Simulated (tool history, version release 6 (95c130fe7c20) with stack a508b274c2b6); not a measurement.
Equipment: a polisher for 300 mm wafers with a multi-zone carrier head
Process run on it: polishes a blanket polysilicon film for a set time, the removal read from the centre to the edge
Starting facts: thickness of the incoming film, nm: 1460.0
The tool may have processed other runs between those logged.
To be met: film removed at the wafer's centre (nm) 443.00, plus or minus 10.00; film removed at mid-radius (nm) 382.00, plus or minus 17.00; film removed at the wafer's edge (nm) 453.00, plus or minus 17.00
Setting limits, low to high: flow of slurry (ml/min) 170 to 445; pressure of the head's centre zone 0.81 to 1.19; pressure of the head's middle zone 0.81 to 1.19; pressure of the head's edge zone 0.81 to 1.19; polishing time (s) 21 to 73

run,day,flow of slurry (ml/min),pressure of the head's centre zone,pressure of the head's middle zone,pressure of the head's edge zone,polishing time (s),film removed at the wafer's centre (nm),film removed at mid-radius (nm),film removed at the wafer's edge (nm)
1,0.000,285,1.00,1.00,1.00,47,374.87,362.41,362.54
2,0.271,330,1.00,1.00,1.00,47,377.99,365.90,355.90
3,0.429,275,1.00,1.00,1.00,47,375.08,364.97,361.00
4,0.742,270,1.00,0.99,1.02,48,377.76,363.31,380.96
5,0.812,270,1.00,0.93,1.02,48,378.44,349.80,367.44
6,0.900,270,1.00,0.93,1.09,48,380.30,346.31,381.80
7,1.212,265,1.01,0.93,1.10,48,381.15,346.02,378.83
8,1.554,345,1.02,0.88,1.19,55,455.22,385.59,471.72
9,1.908,345,1.02,0.88,1.18,55,455.33,386.83,462.07

Which of these 5 next moves meets every target?
A,2.262,365,1.01,0.91,1.15,58,?,?,?
B,2.262,265,1.04,0.86,1.17,57,?,?,?
C,2.262,350,1.01,0.89,1.15,54,?,?,?
D,2.262,365,1.04,0.81,1.19,56,?,?,?
E,2.262,370,1.08,0.95,1.06,52,?,?,?

move,film removed at the wafer's centre (nm),film removed at mid-radius (nm),film removed at the wafer's edge (nm)
A,481.37,425.72,485.09
B,474.63,389.99,472.85
C,446.70,388.01,450.77
D,478.34,373.41,477.42
E,462.30,395.89,417.38
A: further off than the last run
B: further off than the last run
C: every result lands within tolerance
D: further off than the last run
E: further off than the last run
Move C is the one to make.
